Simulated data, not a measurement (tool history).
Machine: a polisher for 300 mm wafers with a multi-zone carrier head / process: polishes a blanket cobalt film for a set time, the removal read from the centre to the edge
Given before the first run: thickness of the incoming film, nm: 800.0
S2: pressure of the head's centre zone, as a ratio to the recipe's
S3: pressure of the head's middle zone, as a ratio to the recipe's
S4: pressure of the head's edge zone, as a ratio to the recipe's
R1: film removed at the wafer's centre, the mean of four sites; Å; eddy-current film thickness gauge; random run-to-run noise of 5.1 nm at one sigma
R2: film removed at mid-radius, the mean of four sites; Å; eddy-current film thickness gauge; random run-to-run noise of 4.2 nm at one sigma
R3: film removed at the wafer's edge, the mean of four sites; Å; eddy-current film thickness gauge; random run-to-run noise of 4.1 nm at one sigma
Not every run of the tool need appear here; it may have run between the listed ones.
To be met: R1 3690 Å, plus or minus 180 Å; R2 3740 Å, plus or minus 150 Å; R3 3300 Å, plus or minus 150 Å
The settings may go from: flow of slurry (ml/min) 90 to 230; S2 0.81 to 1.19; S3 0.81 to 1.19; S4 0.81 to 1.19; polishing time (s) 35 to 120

{"run": 1, "day": 0.0, "flow of slurry (ml/min)": 150, "S2": 1, "S3": 1, "S4": 1, "polishing time (s)": 77, "R1": 2601.4, "R2": 2903.5, "R3": 2718.2}
{"run": 2, "day": 0.242, "flow of slurry (ml/min)": 155, "S2": 1.03, "S3": 1.02, "S4": 1.01, "polishing time (s)": 79, "R1": 2741.4, "R2": 3028.6, "R3": 2925}
{"run": 3, "day": 0.575, "flow of slurry (ml/min)": 155, "S2": 1.03, "S3": 0.95, "S4": 1.01, "polishing time (s)": 79, "R1": 2734.3, "R2": 2839, "R3": 2882.9}
{"run": 4, "day": 0.754, "flow of slurry (ml/min)": 155, "S2": 0.96, "S3": 0.95, "S4": 1.01, "polishing time (s)": 79, "R1": 2594.8, "R2": 2924.9, "R3": 2901.2}
{"run": 5, "day": 0.962, "flow of slurry (ml/min)": 155, "S2": 0.96, "S3": 1.01, "S4": 1.01, "polishing time (s)": 79, "R1": 2688.1, "R2": 3000.4, "R3": 2826.1}
{"run": 6, "day": 1.25, "flow of slurry (ml/min)": 165, "S2": 0.99, "S3": 1.03, "S4": 1, "polishing time (s)": 80, "R1": 2734.1, "R2": 3117.1, "R3": 2891.6}
{"day": 1.35, "done": "centre zone pressure recalibrated"}
{"run": 7, "day": 1.35, "flow of slurry (ml/min)": 165, "S2": 1.03, "S3": 1.03, "S4": 0.97, "polishing time (s)": 83, "R1": 3120.6, "R2": 3177.6, "R3": 2902.4}
{"run": 8, "day": 1.492, "flow of slurry (ml/min)": 170, "S2": 1.04, "S3": 1.05, "S4": 0.98, "polishing time (s)": 84, "R1": 3222.8, "R2": 3256.4, "R3": 3098.8}
{"run": 9, "day": 1.696, "flow of slurry (ml/min)": 175, "S2": 1.04, "S3": 1.07, "S4": 0.98, "polishing time (s)": 85, "R1": 3341, "R2": 3456.2, "R3": 3123.4}
{"run": 10, "day": 1.838, "flow of slurry (ml/min)": 180, "S2": 1.04, "S3": 1.08, "S4": 0.98, "polishing time (s)": 85, "R1": 3322.5, "R2": 3456.3, "R3": 3093.4}
{"run": 11, "day": 2.2, "flow of slurry (ml/min)": 185, "S2": 1.05, "S3": 1.09, "S4": 0.98, "polishing time (s)": 85, "R1": 3364.1, "R2": 3530.9, "R3": 3052.3}
{"run": 12, "day": 2.538, "flow of slurry (ml/min)": 185, "S2": 1.06, "S3": 1.09, "S4": 0.99, "polishing time (s)": 86, "R1": 3521.5, "R2": 3554.3, "R3": 3076.5}

5 next moves are on the table. One of them brings every result within its allowed miss. Which?
{"run": "A", "day": 2.875, "flow of slurry (ml/min)": 155, "S2": 1.13, "S3": 0.97, "S4": 1.01, "polishing time (s)": 90, "R1": "?", "R2": "?", "R3": "?"}
{"run": "B", "day": 2.875, "flow of slurry (ml/min)": 195, "S2": 1.06, "S3": 1.1, "S4": 0.98, "polishing time (s)": 90, "R1": "?", "R2": "?", "R3": "?"}
{"run": "C", "day": 2.875, "flow of slurry (ml/min)": 110, "S2": 1.16, "S3": 0.92, "S4": 0.86, "polishing time (s)": 98, "R1": "?", "R2": "?", "R3": "?"}
{"run": "D", "day": 2.875, "flow of slurry (ml/min)": 220, "S2": 1.05, "S3": 1.19, "S4": 1.01, "polishing time (s)": 78, "R1": "?", "R2": "?", "R3": "?"}
{"run": "E", "day": 2.875, "flow of slurry (ml/min)": 90, "S2": 1.02, "S3": 1.04, "S4": 1.01, "polishing time (s)": 103, "R1": "?", "R2": "?", "R3": "?"}

move=A R1=3598 R2=3321.9 R3=3238.9
move=B R1=3574.8 R2=3771.7 R3=3288.2
move=C R1=3655.7 R2=3223.7 R3=3135.2
move=D R1=3135.9 R2=3518.1 R3=2918.8
move=E R1=3230.4 R2=3464.4 R3=3359.9
A: the worst result of the last run now meets its target, but another is out of spec
B: all results in spec
C: moves away from the targets compared with the last run
D: moves away from the targets compared with the last run
E: the worst result of the last run now meets its target, but another is out of spec
Go with B: it meets all targets.

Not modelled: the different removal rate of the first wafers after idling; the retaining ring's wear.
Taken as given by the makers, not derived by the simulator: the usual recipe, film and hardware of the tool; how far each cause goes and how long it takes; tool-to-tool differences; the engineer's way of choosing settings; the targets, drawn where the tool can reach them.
